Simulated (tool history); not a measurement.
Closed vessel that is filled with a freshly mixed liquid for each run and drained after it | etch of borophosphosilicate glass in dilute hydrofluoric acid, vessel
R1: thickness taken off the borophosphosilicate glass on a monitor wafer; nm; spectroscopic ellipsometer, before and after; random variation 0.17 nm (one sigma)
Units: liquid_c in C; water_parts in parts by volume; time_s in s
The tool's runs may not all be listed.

run 1 hour=0.0 | liquid_c=26.0 water_parts=140 time_s=85 | R1=28.249
run 2 hour=8.4 | liquid_c=28.0 water_parts=130 time_s=85 | R1=33.185
run 3 hour=10.8 | liquid_c=30.0 water_parts=130 time_s=85 | R1=35.731
run 4 hour=14.6 | liquid_c=30.0 water_parts=130 time_s=95 | R1=40.305
run 5 hour=22.1 | liquid_c=31.0 water_parts=125 time_s=95 | R1=43.494
run 6 hour=24.4 | liquid_c=32.0 water_parts=125 time_s=95 | R1=45.094
run 7 hour=26.1 | liquid_c=32.5 water_parts=125 time_s=95 | R1=45.889
run 8 hour=30.2 | liquid_c=33.0 water_parts=125 time_s=95 | R1=46.921

The next listed run, before its measurement:
run 9 hour=33.9 | liquid_c=33.5 water_parts=125 time_s=95 | R1=?

Run 9 gave R1 47.739 nm.
